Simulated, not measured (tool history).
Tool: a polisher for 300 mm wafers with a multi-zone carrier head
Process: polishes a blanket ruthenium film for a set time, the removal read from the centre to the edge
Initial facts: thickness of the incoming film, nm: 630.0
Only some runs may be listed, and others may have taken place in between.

run,hour,flow of slurry (ml/min),pressure of the head's centre zone,pressure of the head's middle zone,pressure of the head's edge zone,polishing time (s),film removed at the wafer's centre (nm),film removed at mid-radius (nm),film removed at the wafer's edge (nm)
1,0.0,285,1.00,1.00,1.00,63,79.067,80.467,82.549
2,7.0,260,1.00,1.00,1.00,63,78.404,79.279,81.172
3,13.7,260,1.00,1.00,1.07,63,79.143,77.596,84.926
4,19.6,260,1.00,0.94,1.07,63,80.549,75.136,84.271
5,22.7,270,1.00,0.97,1.06,65,81.455,79.918,86.435
6,30.6,270,1.00,0.94,1.06,65,82.337,76.265,87.439

Predict the results of run 7:
7,31.4,275,1.00,0.97,1.06,66,?,?,?

{"run 7": {"film removed at the wafer's centre (nm)": 83.336, "film removed at mid-radius (nm)": 81.637, "film removed at the wafer's edge (nm)": 88.666}}

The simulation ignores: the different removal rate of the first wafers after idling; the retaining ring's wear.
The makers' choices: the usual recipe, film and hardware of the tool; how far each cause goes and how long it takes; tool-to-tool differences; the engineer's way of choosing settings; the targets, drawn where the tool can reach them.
